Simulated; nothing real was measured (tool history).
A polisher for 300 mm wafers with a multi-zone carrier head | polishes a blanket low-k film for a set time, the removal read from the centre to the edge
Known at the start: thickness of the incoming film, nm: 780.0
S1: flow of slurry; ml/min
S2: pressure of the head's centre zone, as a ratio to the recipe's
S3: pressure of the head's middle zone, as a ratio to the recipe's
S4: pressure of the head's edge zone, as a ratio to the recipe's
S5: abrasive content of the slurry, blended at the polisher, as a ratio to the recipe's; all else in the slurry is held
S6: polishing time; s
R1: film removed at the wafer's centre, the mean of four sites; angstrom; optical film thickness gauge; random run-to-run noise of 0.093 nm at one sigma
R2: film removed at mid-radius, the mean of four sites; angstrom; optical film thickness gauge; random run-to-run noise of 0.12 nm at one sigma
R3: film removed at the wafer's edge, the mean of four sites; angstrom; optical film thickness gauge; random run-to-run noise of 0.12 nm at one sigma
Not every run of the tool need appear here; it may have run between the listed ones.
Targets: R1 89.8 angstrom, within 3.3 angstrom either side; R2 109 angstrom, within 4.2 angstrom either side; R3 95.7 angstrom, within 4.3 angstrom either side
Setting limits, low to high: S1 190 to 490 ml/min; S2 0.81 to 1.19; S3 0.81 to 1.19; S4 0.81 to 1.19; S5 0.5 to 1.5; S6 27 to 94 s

Run 1, hour 0: S1 315 ml/min, S2 1, S3 1, S4 1, S5 1, S6 60 s. Result: R1 147.34 angstrom, R2 147.76 angstrom, R3 151.24 angstrom.
Run 2, hour 1.6: S1 315 ml/min, S2 1, S3 1, S4 1, S5 1, S6 71 s. Result: R1 175.77 angstrom, R2 176.09 angstrom, R3 174.2 angstrom.
Run 3, hour 6.3: S1 315 ml/min, S2 1.08, S3 1, S4 1, S5 1, S6 71 s. Result: R1 188.78 angstrom, R2 174.36 angstrom, R3 176.6 angstrom.
Run 4, hour 13.7: S1 315 ml/min, S2 1.08, S3 1, S4 1.07, S5 1, S6 71 s. Result: R1 187.14 angstrom, R2 175.01 angstrom, R3 182.07 angstrom.
Run 5, hour 20.7: S1 315 ml/min, S2 1.05, S3 1.02, S4 1.04, S5 0.9, S6 67 s. Result: R1 165.54 angstrom, R2 160.4 angstrom, R3 161.48 angstrom.
Run 6, hour 24.4: S1 315 ml/min, S2 1.14, S3 1.02, S4 1.04, S5 0.9, S6 67 s. Result: R1 172.93 angstrom, R2 159.82 angstrom, R3 161.94 angstrom.
Run 7, hour 26.9: S1 310 ml/min, S2 1.1, S3 1.04, S4 1.02, S5 0.85, S6 63 s. Result: R1 154.53 angstrom, R2 146.42 angstrom, R3 146.61 angstrom.
Run 8, hour 32.8: S1 310 ml/min, S2 1.06, S3 1.06, S4 1.01, S5 0.8, S6 60 s. Result: R1 139.49 angstrom, R2 138.83 angstrom, R3 130.56 angstrom.
Run 9, hour 34.6: S1 275 ml/min, S2 0.96, S3 1.02, S4 1.06, S5 0.55, S6 55 s. Result: R1 95.968 angstrom, R2 100.48 angstrom, R3 100.29 angstrom.
Run 10, hour 38.3: S1 275 ml/min, S2 0.95, S3 1.04, S4 1.05, S5 0.55, S6 55 s. Result: R1 96.7 angstrom, R2 100.36 angstrom, R3 99.835 angstrom.

Exercise: of the 4 proposed moves below, exactly one satisfies all targets within the stated allowed misses. Which move is it?
Run A, hour 42: S1 305 ml/min, S2 0.92, S3 1.18, S4 1.03, S5 0.55, S6 52 s. Result: R1 ?, R2 ?, R3 ?.
Run B, hour 42: S1 250 ml/min, S2 0.85, S3 1.16, S4 1.05, S5 0.65, S6 48 s. Result: R1 ?, R2 ?, R3 ?.
Run C, hour 42: S1 245 ml/min, S2 0.94, S3 1.02, S4 1.04, S5 0.55, S6 53 s. Result: R1 ?, R2 ?, R3 ?.
Run D, hour 42: S1 215 ml/min, S2 0.97, S3 0.95, S4 1.07, S5 0.75, S6 50 s. Result: R1 ?, R2 ?, R3 ?.

move      R1      R2      R3
   A  89.245  107.27  94.531
   B  84.635  106.18  96.161
   C  90.838  95.153  95.979
   D  103.36  99.819  108.77
A: each result inside its tolerance
B: moves the result that the last run missed by most past its target, out the other side
C: the furthest-off result lands on target, but another misses its tolerance
D: moves away from the targets compared with the last run
A meets every target.
